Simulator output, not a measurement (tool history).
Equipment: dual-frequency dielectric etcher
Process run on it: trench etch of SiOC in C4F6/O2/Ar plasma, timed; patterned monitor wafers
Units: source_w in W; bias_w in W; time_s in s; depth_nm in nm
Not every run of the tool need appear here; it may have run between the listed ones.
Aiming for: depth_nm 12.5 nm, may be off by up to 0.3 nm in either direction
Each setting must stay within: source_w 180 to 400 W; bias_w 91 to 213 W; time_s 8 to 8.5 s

run	hour	source_w	bias_w	time_s	depth_nm
1	0	290	152	8.5	14.036
2	7.2	290	135	8.5	13.402
3	10.6	280	134	8.5	13.22
4	15.5	270	133	8.5	12.891
5	23.4	270	133	8	12.012
6	28.9	270	112	8	11.163
7	31.2	280	113	8	11.359
8	36.3	290	114	8	11.549
9	37.6	300	115	8	11.817
10	39.1	310	116	8	12.054

Consider the 4 candidate settings below. Which is the only one whose results all fall within their allowed miss of target?
A	40.6	300	119	8	?
B	40.6	290	100	8.5	?
C	40.6	300	112	8.5	?
D	40.6	310	112	8	?

move	depth_nm
A	12.029
B	11.521
C	12.402
D	11.85
A: further off than the last run
B: further off than the last run
C: every result within its allowed miss
D: further off than the last run
Correct choice: C, which meets every target
